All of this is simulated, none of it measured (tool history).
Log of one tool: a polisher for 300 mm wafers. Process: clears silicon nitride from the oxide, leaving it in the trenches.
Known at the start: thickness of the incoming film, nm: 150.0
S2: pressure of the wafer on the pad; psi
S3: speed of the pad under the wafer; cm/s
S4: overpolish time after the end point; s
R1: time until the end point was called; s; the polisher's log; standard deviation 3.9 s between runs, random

Run 1, hour 0: flow of slurry (ml/min) 275, S2 2.7 psi, S3 110 cm/s, S4 24 s. Result: R1 162.66 s.
Run 2, hour 4.3: flow of slurry (ml/min) 275, S2 2.4 psi, S3 110 cm/s, S4 24 s. Result: R1 183.85 s.
Run 3, hour 9.4: flow of slurry (ml/min) 330, S2 2.4 psi, S3 110 cm/s, S4 24 s. Result: R1 182.31 s.
Run 4, hour 15.8: flow of slurry (ml/min) 330, S2 2.4 psi, S3 110 cm/s, S4 24 s. Result: R1 184.52 s.
Run 5, hour 21.7: flow of slurry (ml/min) 330, S2 2.8 psi, S3 110 cm/s, S4 24 s. Result: R1 153.89 s.
Run 6, hour 25.5: flow of slurry (ml/min) 370, S2 2.8 psi, S3 110 cm/s, S4 24 s. Result: R1 155.09 s.
Run 7, hour 31.7: flow of slurry (ml/min) 370, S2 2.4 psi, S3 108 cm/s, S4 24 s. Result: R1 185.79 s.

For run 8, what comes out?
Run 8, hour 37.5: flow of slurry (ml/min) 370, S2 2.1 psi, S3 106 cm/s, S4 24 s. Result: R1 ?.

R1: 214.59 s
